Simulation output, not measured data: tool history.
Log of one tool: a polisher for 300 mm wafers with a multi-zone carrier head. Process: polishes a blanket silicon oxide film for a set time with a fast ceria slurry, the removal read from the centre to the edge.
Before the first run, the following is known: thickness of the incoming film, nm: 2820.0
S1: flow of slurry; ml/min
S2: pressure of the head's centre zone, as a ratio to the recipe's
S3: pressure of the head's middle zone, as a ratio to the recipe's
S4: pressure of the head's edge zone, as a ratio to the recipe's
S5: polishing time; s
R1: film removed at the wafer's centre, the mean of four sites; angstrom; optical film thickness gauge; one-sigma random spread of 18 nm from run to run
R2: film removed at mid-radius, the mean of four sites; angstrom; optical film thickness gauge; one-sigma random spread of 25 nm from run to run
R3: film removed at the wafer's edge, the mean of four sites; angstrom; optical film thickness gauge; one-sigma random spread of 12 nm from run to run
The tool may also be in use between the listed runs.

run	day	S1	S2	S3	S4	S5	R1	R2	R3
1	0.000	305	1.00	1.00	1.00	55	11594	11086	11614
2	0.171	330	1.00	1.00	1.00	55	11300	11492	11465
3	0.371	335	0.98	1.01	1.02	58	11814	12102	12348
4	0.421	335	0.98	1.01	1.10	58	11931	11937	12736
5	0.617	335	0.98	0.95	1.10	58	12071	11783	12649
6	0.867	355	0.96	0.97	1.10	60	12251	12221	13273
7	1.225	365	0.95	1.00	1.09	62	12761	12804	13692
8	1.571	360	0.93	1.03	1.08	64	12973	13566	13972
9	1.608	370	0.91	1.05	1.10	65	12509	13817	14276
10	1.783	370	0.90	1.07	1.10	66	12891	15088	14730

What does the tool deliver on the next run?
11	2.029	370	0.89	1.07	1.11	67	?	?	?

R1: 12915 angstrom
R2: 14789 angstrom
R3: 14916 angstrom

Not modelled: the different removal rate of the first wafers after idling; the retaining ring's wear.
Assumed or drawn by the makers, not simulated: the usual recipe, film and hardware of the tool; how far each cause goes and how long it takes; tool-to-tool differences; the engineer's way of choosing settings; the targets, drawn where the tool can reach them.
